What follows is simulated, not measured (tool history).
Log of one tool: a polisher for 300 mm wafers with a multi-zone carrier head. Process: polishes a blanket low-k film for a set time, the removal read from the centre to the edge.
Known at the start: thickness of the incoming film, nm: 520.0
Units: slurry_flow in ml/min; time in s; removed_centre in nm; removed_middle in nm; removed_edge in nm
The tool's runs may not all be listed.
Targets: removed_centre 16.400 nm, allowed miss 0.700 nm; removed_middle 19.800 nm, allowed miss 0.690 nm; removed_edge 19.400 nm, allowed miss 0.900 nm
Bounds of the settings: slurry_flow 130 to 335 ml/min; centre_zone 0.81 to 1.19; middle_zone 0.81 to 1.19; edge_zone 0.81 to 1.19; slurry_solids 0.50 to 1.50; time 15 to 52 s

run  hour  slurry_flow  centre_zone  middle_zone  edge_zone  slurry_solids  time  removed_centre  removed_middle  removed_edge
  1   0.0          215         1.00         1.00       1.00           1.00    33          11.884          11.792        11.671
  2   7.1          215         0.97         1.02       1.04           1.15    35          12.901          13.816        13.418
  3  12.6          215         1.04         1.02       1.04           1.15    35          13.706          14.052        13.321
  4  15.6          215         1.01         1.02       1.07           1.25    36          14.264          14.775        14.642
  5  23.0          220         0.99         1.04       1.09           1.30    37          14.908          15.263        15.588
  6  24.4          220         0.99         1.04       1.09           1.30    44          17.387          18.727        18.411
  7  28.0          215         0.97         1.06       1.10           1.30    44          17.731          18.542        18.647
  8  31.5          230         0.93         1.06       1.07           1.35    44          17.370          19.457        18.269

Which of these 5 next moves meets every target?
  A  35.0          185         1.02         1.08       1.11           1.50    43               ?               ?             ?
  B  35.0          295         0.98         1.17       1.13           1.25    39               ?               ?             ?
  C  35.0          240         0.96         1.00       1.18           1.20    48               ?               ?             ?
  D  35.0          255         0.85         1.10       1.14           1.50    42               ?               ?             ?
  E  35.0          265         0.89         1.03       1.08           1.25    47               ?               ?             ?

move  removed_centre  removed_middle  removed_edge
   A          18.188          19.694        18.740
   B          15.685          18.594        16.457
   C          18.290          19.294        20.089
   D          16.289          20.189        18.993
   E          17.512          19.912        19.296
A: further off than the last run
B: takes the result that was furthest off past its target
C: further off than the last run
D: meets every target
E: further off than the last run
Move D is the one to make.
